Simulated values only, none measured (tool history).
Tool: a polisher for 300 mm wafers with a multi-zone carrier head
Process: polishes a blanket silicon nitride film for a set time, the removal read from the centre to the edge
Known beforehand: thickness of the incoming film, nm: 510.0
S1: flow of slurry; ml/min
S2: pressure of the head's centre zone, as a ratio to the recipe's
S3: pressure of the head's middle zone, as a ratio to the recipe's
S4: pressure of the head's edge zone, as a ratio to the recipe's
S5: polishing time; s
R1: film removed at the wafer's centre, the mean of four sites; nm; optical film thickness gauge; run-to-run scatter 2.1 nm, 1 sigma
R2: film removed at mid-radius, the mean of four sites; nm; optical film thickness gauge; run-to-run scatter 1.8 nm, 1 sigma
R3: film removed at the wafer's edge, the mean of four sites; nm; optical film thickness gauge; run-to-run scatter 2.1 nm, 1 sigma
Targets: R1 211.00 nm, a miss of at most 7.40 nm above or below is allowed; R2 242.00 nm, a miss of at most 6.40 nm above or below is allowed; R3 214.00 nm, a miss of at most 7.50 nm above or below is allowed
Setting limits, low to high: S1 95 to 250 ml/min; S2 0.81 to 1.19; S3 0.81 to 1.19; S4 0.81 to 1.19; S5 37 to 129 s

{"run": 1, "hour": 0.0, "S1": 160, "S2": 1.0, "S3": 1.0, "S4": 1.0, "S5": 83, "R1": 152.44, "R2": 155.33, "R3": 158.51}
{"run": 2, "hour": 4.9, "S1": 165, "S2": 1.0, "S3": 1.02, "S4": 1.01, "S5": 85, "R1": 156.2, "R2": 162.04, "R3": 165.47}
{"run": 3, "hour": 11.1, "S1": 180, "S2": 1.0, "S3": 1.02, "S4": 1.01, "S5": 85, "R1": 160.53, "R2": 166.9, "R3": 164.96}
{"run": 4, "hour": 18.0, "S1": 180, "S2": 1.0, "S3": 1.02, "S4": 1.01, "S5": 77, "R1": 145.56, "R2": 147.04, "R3": 153.03}
{"run": 5, "hour": 22.9, "S1": 180, "S2": 1.0, "S3": 1.02, "S4": 1.08, "S5": 77, "R1": 146.87, "R2": 146.56, "R3": 155.95}
{"run": 6, "hour": 29.8, "S1": 180, "S2": 1.0, "S3": 1.02, "S4": 1.08, "S5": 90, "R1": 173.38, "R2": 175.92, "R3": 181.5}
{"run": 7, "hour": 34.7, "S1": 185, "S2": 1.0, "S3": 1.04, "S4": 1.08, "S5": 91, "R1": 171.19, "R2": 176.53, "R3": 183.82}
{"run": 8, "hour": 43.4, "S1": 190, "S2": 1.01, "S3": 1.05, "S4": 1.06, "S5": 93, "R1": 182.1, "R2": 183.96, "R3": 186.0}
{"run": 9, "hour": 52.3, "S1": 195, "S2": 1.01, "S3": 1.06, "S4": 1.05, "S5": 95, "R1": 182.07, "R2": 190.43, "R3": 190.65}
{"run": 10, "hour": 59.6, "S1": 195, "S2": 1.01, "S3": 1.06, "S4": 1.05, "S5": 95, "R1": 182.82, "R2": 191.53, "R3": 192.76}
{"run": 11, "hour": 66.5, "S1": 200, "S2": 1.02, "S3": 1.07, "S4": 1.04, "S5": 96, "R1": 188.8, "R2": 194.84, "R3": 196.48}
{"run": 12, "hour": 75.1, "S1": 200, "S2": 1.02, "S3": 1.08, "S4": 1.02, "S5": 97, "R1": 190.1, "R2": 196.62, "R3": 197.1}
{"run": 13, "hour": 81.4, "S1": 200, "S2": 1.02, "S3": 1.09, "S4": 1.0, "S5": 98, "R1": 190.16, "R2": 199.01, "R3": 193.79}
{"run": 14, "hour": 89.9, "S1": 245, "S2": 1.02, "S3": 1.19, "S4": 1.03, "S5": 105, "R1": 210.51, "R2": 238.22, "R3": 211.78}

Next run, 5 choices. One meets every target within its allowed miss, the rest don't. Which?
{"run": "A", "hour": 98.4, "S1": 250, "S2": 0.98, "S3": 1.18, "S4": 0.97, "S5": 108, "R1": "?", "R2": "?", "R3": "?"}
{"run": "B", "hour": 98.4, "S1": 250, "S2": 1.03, "S3": 1.19, "S4": 0.95, "S5": 103, "R1": "?", "R2": "?", "R3": "?"}
{"run": "C", "hour": 98.4, "S1": 230, "S2": 1.01, "S3": 1.16, "S4": 1.06, "S5": 105, "R1": "?", "R2": "?", "R3": "?"}
{"run": "D", "hour": 98.4, "S1": 250, "S2": 1.04, "S3": 1.18, "S4": 1.06, "S5": 102, "R1": "?", "R2": "?", "R3": "?"}
{"run": "E", "hour": 98.4, "S1": 250, "S2": 1.03, "S3": 1.17, "S4": 1.05, "S5": 104, "R1": "?", "R2": "?", "R3": "?"}

move=A R1=208.99 R2=239.63 R3=215.66
move=B R1=209.57 R2=229.80 R3=203.64
move=C R1=207.01 R2=227.84 R3=217.24
move=D R1=209.56 R2=226.22 R3=212.66
move=E R1=211.58 R2=229.34 R3=215.84
A: all results in spec
B: misses by more than the last run did
C: misses by more than the last run did
D: misses by more than the last run did
E: misses by more than the last run did
Move A is the one to make.
